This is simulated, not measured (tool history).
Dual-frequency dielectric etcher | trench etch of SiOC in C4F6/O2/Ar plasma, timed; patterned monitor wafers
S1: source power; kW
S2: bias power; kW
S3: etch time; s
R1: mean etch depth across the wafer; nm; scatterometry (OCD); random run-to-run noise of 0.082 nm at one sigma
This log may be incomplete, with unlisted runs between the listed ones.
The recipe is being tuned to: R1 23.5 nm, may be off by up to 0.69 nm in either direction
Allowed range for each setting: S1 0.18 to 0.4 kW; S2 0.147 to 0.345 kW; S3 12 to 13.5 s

run  hour    S1     S2    S3      R1
  1     0  0.29  0.246  13.5  27.683
  2   8.4  0.29  0.246  13.5  27.683
  3    17  0.28   0.24  13.5  26.996
  4  20.7  0.33   0.24  13.5   29.05
  5  23.7  0.31  0.234  13.5  27.905
  6  24.5  0.31  0.234    12  24.937
  7  25.1  0.31  0.232    12  24.709
  8  26.2  0.31  0.231    12   24.73
  9  27.9  0.31   0.23    12  24.599
 10  35.4  0.31  0.229    12  24.419
 11  36.9  0.31  0.229    12  24.688
 12  39.5  0.31  0.228    12  24.481
 13    43  0.31  0.227    12   24.61
 14  44.8  0.31  0.226    12  24.419
 15  52.9  0.31  0.225    12  24.485
 16  60.1  0.31  0.224    12  24.306
 17  67.7  0.31  0.223    12  24.429
 18  68.4  0.31  0.222    12  24.398
 19  71.1  0.31  0.221    12  24.268
 20  72.3  0.31   0.22    12  24.248

Exactly one of the 5 candidate moves below puts every result within its allowed miss. Which one?
  A  73.5  0.27  0.164    13   ?
  B  73.5  0.23  0.206  12.5   ?
  C  73.5  0.26  0.194  12.5   ?
  D  73.5  0.26  0.256    12   ?
  E  73.5  0.27  0.209    12   ?

move      R1
   A  22.324
   B  21.759
   C  22.446
   D  23.893
   E   22.51
A: moves the result that the last run missed by most past its target, out the other side
B: moves the result that the last run missed by most past its target, out the other side
C: moves the result that the last run missed by most past its target, out the other side
D: all results in spec
E: moves the result that the last run missed by most past its target, out the other side
So the answer is move D, the one that meets all the targets.
